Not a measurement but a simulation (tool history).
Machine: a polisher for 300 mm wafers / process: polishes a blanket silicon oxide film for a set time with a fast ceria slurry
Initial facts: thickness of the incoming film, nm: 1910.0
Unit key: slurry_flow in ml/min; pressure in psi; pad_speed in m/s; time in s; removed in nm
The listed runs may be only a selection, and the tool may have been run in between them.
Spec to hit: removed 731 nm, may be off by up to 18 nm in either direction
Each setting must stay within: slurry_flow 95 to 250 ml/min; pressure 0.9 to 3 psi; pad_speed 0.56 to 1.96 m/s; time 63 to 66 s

run  hour  slurry_flow  pressure  pad_speed  time  removed
  1     0          160       1.9       1.26    63   870.93
  2   7.1          155       1.8       1.26    63   815.38
  3   9.1          145       1.8       1.26    63   795.63
  4  12.2          135       1.8       1.26    63   797.53
  5  14.8          135       1.6       1.26    63   705.66
  6  23.6          135       1.6       1.56    63    875.5
  7  26.7          135       1.6       1.56    63   872.53
  8  34.1          130       1.5       1.56    63   817.02
  9  35.2          110       1.3       1.56    63   696.87
 10  43.2          115       1.3       1.56    63   702.33
 11  44.2          120       1.3       1.56    63   709.47
 12  49.8          125       1.3       1.56    63   709.13

Of the 5 settings listed for the next run, only one would bring every result within its allowed miss of target. Which one?
  A  55.4          160       1.3       1.48    66        ?
  B  55.4          135       1.5       1.48    63        ?
  C  55.4           95       1.4       1.58    65        ?
  D  55.4           95       1.3       1.58    63        ?
  E  55.4          110       1.2       1.88    63        ?

move  removed
   A   729.94
   B   779.94
   C   756.77
   D   683.21
   E   769.86
A: all results in spec
B: pushes the last run's worst result past its target
C: pushes the last run's worst result past its target
D: misses by more than the last run did
E: pushes the last run's worst result past its target
Correct choice: A, which meets every target
